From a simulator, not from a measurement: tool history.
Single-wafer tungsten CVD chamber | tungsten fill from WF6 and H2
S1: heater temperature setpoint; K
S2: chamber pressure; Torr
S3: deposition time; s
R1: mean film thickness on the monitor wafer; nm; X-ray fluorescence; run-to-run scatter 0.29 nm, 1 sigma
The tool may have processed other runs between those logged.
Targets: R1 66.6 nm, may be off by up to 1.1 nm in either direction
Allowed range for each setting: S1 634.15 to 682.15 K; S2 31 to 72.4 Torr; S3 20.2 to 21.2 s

Run 1, day 0: S1 658.15 K, S2 51.7 Torr, S3 21.2 s. Result: R1 55.307 nm.
Run 2, day 0.288: S1 658.15 K, S2 56.1 Torr, S3 21.2 s. Result: R1 57.309 nm.
Run 3, day 0.646: S1 662.15 K, S2 56.1 Torr, S3 21.2 s. Result: R1 61.986 nm.
Run 4, day 0.767: S1 662.15 K, S2 56.1 Torr, S3 20.2 s. Result: R1 58.556 nm.
Run 5, day 0.8: S1 663.15 K, S2 56.1 Torr, S3 20.2 s. Result: R1 59.698 nm.
Run 6, day 0.992: S1 664.15 K, S2 56.1 Torr, S3 20.2 s. Result: R1 60.72 nm.
Run 7, day 1.121: S1 665.15 K, S2 56.1 Torr, S3 20.2 s. Result: R1 61.551 nm.
Run 8, day 1.292: S1 666.15 K, S2 56.1 Torr, S3 20.2 s. Result: R1 62.688 nm.

Exercise: of the 4 proposed moves below, exactly one satisfies all targets within the stated allowed misses. Which move is it?
Run A, day 1.462: S1 660.15 K, S2 54.3 Torr, S3 20.5 s. Result: R1 ?.
Run B, day 1.462: S1 662.15 K, S2 52.7 Torr, S3 21.2 s. Result: R1 ?.
Run C, day 1.462: S1 669.15 K, S2 57.3 Torr, S3 20.2 s. Result: R1 ?.
Run D, day 1.462: S1 663.15 K, S2 53 Torr, S3 20.2 s. Result: R1 ?.

move      R1
   A   56.53
   B  59.728
   C  66.783
   D   58.07
A: misses by more than the last run did
B: misses by more than the last run did
C: every result lands within tolerance
D: misses by more than the last run did
So the answer is move C, the one that meets all the targets.

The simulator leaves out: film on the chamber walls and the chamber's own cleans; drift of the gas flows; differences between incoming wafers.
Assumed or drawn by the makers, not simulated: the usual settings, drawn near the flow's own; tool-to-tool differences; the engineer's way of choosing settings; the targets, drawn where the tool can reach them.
